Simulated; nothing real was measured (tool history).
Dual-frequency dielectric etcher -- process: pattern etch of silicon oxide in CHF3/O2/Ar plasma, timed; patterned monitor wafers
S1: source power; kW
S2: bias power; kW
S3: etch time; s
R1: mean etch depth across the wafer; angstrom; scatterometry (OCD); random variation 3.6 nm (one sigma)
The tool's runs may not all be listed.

Run 1, hour 0: S1 0.63 kW, S2 0.16 kW, S3 741 s. Result: R1 13773 angstrom.
Run 2, hour 8.3: S1 0.65 kW, S2 0.161 kW, S3 741 s. Result: R1 13918 angstrom.
Run 3, hour 9.6: S1 0.67 kW, S2 0.162 kW, S3 741 s. Result: R1 14117 angstrom.
Run 4, hour 16.5: S1 0.69 kW, S2 0.163 kW, S3 741 s. Result: R1 14312 angstrom.
Run 5, hour 23.9: S1 0.65 kW, S2 0.163 kW, S3 741 s. Result: R1 13960 angstrom.
Run 6, hour 29.5: S1 0.67 kW, S2 0.164 kW, S3 741 s. Result: R1 14152 angstrom.
Run 7, hour 38: S1 0.69 kW, S2 0.165 kW, S3 741 s. Result: R1 14354 angstrom.
Run 8, hour 46.6: S1 0.71 kW, S2 0.166 kW, S3 741 s. Result: R1 14537 angstrom.
Run 9, hour 55.2: S1 0.73 kW, S2 0.167 kW, S3 741 s. Result: R1 14663 angstrom.
Run 10, hour 58.9: S1 0.75 kW, S2 0.168 kW, S3 741 s. Result: R1 14884 angstrom.
Run 11, hour 63.2: S1 0.76 kW, S2 0.169 kW, S3 741 s. Result: R1 14938 angstrom.

Expected results for the next run?
Run 12, hour 68.9: S1 0.77 kW, S2 0.17 kW, S3 741 s. Result: R1 ?.

Run 12 came out at R1 15086 angstrom.
